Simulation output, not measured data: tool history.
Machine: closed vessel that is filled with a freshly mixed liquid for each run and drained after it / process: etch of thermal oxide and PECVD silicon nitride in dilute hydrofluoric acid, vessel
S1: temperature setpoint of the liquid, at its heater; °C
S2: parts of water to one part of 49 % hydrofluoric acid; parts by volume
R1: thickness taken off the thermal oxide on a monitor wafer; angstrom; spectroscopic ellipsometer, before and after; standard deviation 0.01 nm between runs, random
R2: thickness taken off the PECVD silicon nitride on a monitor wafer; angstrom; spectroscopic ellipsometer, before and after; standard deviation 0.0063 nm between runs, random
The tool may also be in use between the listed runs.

run 1 hour=0.0 | S1=24.0 S2=85 time_in_the_liquid_(s)=115 | R1=69.994 R2=66.600
run 2 hour=5.3 | S1=24.0 S2=60 time_in_the_liquid_(s)=115 | R1=103.120 R2=94.284
run 3 hour=8.0 | S1=24.0 S2=60 time_in_the_liquid_(s)=80 | R1=71.529 R2=65.357
run 4 hour=13.1 | S1=22.0 S2=85 time_in_the_liquid_(s)=80 | R1=44.855 R2=40.870
run 5 hour=18.7 | S1=22.0 S2=105 time_in_the_liquid_(s)=80 | R1=35.534 R2=33.067
run 6 hour=26.7 | S1=20.5 S2=115 time_in_the_liquid_(s)=80 | R1=30.466 R2=27.375

What does the tool deliver on the next run?
run 7 hour=30.1 | S1=17.0 S2=145 time_in_the_liquid_(s)=55 | R1=? R2=?

For run 7 the tool returned R1 14.025 angstrom, R2 11.922 angstrom.
